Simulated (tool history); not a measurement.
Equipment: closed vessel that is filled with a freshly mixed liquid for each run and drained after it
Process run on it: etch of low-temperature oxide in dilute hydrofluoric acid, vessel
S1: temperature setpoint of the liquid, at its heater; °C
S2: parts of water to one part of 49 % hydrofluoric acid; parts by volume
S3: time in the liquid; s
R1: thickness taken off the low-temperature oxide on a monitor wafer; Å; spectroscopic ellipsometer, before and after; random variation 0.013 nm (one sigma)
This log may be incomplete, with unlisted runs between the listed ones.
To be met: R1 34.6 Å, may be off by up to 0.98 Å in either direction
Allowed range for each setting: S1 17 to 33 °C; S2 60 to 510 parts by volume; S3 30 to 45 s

run 1 hour=0 | S1=25 S2=285 S3=45 | R1=30.437
run 2 hour=7.1 | S1=22 S2=285 S3=45 | R1=27.344
run 3 hour=15.4 | S1=22 S2=285 S3=30 | R1=18.156
run 4 hour=23.4 | S1=22.5 S2=285 S3=30 | R1=18.724
run 5 hour=24.7 | S1=25 S2=285 S3=30 | R1=20.181
run 6 hour=25.6 | S1=25.5 S2=275 S3=30 | R1=21.681
run 7 hour=28.3 | S1=29.5 S2=220 S3=30 | R1=33.21
run 8 hour=35.9 | S1=30 S2=220 S3=30 | R1=33.59

Which of these 4 next moves meets every target?
run A hour=43.5 | S1=32.5 S2=240 S3=30 | R1=?
run B hour=43.5 | S1=28.5 S2=205 S3=30 | R1=?
run C hour=43.5 | S1=30.5 S2=225 S3=30 | R1=?
run D hour=43.5 | S1=23.5 S2=260 S3=45 | R1=?

move=A R1=32.475
move=B R1=34.646
move=C R1=33.015
move=D R1=32.34
A: the biggest miss grows against the last run
B: each result inside its tolerance
C: the biggest miss grows against the last run
D: the biggest miss grows against the last run
Correct choice: B, which meets every target
